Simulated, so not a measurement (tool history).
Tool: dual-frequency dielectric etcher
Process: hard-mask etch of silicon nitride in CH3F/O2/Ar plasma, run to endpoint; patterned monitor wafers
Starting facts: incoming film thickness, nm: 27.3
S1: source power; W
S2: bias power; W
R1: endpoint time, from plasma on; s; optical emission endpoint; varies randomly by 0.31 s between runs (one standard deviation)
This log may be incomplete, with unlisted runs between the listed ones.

run    day   S1   S2      R1
  1      0  320   84   43.16
  2  0.217  320   89  42.639
  3   0.25  320   97  40.732
  4   0.45  320  103  39.903
  5  0.479  370  103  38.194
  6  0.675  430  103  36.016

Run 7 comes next. What will it give?
  7  0.783  370  91   ?

{"run 7": {"R1": 40.172}}
